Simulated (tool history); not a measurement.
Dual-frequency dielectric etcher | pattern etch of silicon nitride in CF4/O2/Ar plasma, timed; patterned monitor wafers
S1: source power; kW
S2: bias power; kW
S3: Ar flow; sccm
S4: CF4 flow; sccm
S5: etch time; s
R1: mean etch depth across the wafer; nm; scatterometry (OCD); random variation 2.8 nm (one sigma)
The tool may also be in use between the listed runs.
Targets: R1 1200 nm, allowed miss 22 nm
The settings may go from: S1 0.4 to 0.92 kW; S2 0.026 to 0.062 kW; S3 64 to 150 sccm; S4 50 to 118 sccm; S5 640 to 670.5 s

| run | day | S1 | S2 | S3 | S4 | S5 | R1 |
|---|---|---|---|---|---|---|---|
| 1 | 0 | 0.66 | 0.044 | 107 | 84 | 640 | 1552.5 |
| 2 | 0.083 | 0.63 | 0.044 | 107 | 84 | 640 | 1471.9 |
| 3 | 0.158 | 0.63 | 0.044 | 107 | 76 | 640 | 1455.2 |
| 4 | 0.442 | 0.63 | 0.044 | 116 | 76 | 640 | 1438.3 |
| 5 | 0.604 | 0.61 | 0.044 | 116 | 76 | 640 | 1398.8 |
| 6 | 0.7 | 0.61 | 0.044 | 116 | 76 | 640 | 1389.1 |
| 7 | 1.067 | 0.6 | 0.044 | 116 | 76 | 640 | 1367.2 |
| 8 | 1.404 | 0.59 | 0.044 | 116 | 76 | 640 | 1346.1 |
| 9 | 1.717 | 0.59 | 0.044 | 116 | 76 | 640 | 1346.1 |
| 10 | 1.854 | 0.58 | 0.044 | 116 | 76 | 640 | 1326.1 |
| 11 | 1.929 | 0.57 | 0.044 | 116 | 76 | 640 | 1298.1 |

5 next moves are on the table. One of them brings every result within its allowed miss. Which?
| A | 2.004 | 0.56 | 0.042 | 119 | 68 | 652.5 | ? |
| B | 2.004 | 0.61 | 0.048 | 111 | 75 | 666 | ? |
| C | 2.004 | 0.54 | 0.045 | 107 | 82 | 640 | ? |
| D | 2.004 | 0.54 | 0.042 | 119 | 70 | 641.5 | ? |
| E | 2.004 | 0.5 | 0.044 | 88 | 83 | 670.5 | ? |

| move | R1 |
|---|---|
| A | 1257.9 |
| B | 1490.6 |
| C | 1256.2 |
| D | 1194.3 |
| E | 1232 |
A: nearer than the last run, and not there yet
B: further off than the last run
C: nearer than the last run, and not there yet
D: meets every target
E: nearer than the last run, and not there yet
Move D is the one to make.
